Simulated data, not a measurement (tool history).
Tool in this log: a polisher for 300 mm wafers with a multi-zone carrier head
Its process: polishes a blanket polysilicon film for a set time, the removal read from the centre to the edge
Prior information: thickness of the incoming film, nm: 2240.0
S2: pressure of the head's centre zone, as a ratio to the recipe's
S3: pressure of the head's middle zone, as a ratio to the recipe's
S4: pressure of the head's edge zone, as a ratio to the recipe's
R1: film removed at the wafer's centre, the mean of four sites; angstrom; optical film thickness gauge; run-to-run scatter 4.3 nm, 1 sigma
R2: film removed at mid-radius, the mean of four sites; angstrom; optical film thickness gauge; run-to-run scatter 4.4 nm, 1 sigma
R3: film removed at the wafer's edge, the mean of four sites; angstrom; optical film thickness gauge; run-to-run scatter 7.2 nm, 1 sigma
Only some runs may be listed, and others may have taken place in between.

run 1 hour=0.0 | flow_of_slurry_(ml/min)=180 S2=1.00 S3=1.00 S4=1.00 polishing_time_(s)=49 | R1=4602.5 R2=4599.1 R3=4579.5
run 2 hour=4.8 | flow_of_slurry_(ml/min)=195 S2=1.00 S3=1.00 S4=1.00 polishing_time_(s)=49 | R1=4614.7 R2=4709.9 R3=4700.4
run 3 hour=11.3 | flow_of_slurry_(ml/min)=200 S2=1.03 S3=1.01 S4=1.01 polishing_time_(s)=50 | R1=4889.1 R2=4773.6 R3=4883.6
run 4 hour=18.1 | flow_of_slurry_(ml/min)=210 S2=1.06 S3=1.03 S4=1.00 polishing_time_(s)=51 | R1=5155.9 R2=5058.9 R3=4828.7
run 5 hour=20.4 | flow_of_slurry_(ml/min)=210 S2=1.01 S3=1.03 S4=1.00 polishing_time_(s)=51 | R1=4952.3 R2=4977.9 R3=4869.2
run 6 hour=21.1 | flow_of_slurry_(ml/min)=220 S2=1.04 S3=1.04 S4=1.02 polishing_time_(s)=52 | R1=5296.6 R2=5178.7 R3=5049.3
run 7 hour=22.7 | flow_of_slurry_(ml/min)=220 S2=1.04 S3=1.04 S4=1.02 polishing_time_(s)=52 | R1=5268.4 R2=5129.5 R3=4978.8
run 8 hour=26.5 | flow_of_slurry_(ml/min)=220 S2=1.05 S3=1.04 S4=1.03 polishing_time_(s)=53 | R1=5404.5 R2=5242.9 R3=5132.4

Run 9 comes next. What will it give?
run 9 hour=32.8 | flow_of_slurry_(ml/min)=225 S2=1.06 S3=1.05 S4=1.04 polishing_time_(s)=54 | R1=? R2=? R3=?

{"run 9": {"R1": 5574.0, "R2": 5439.7, "R3": 5228.1}}
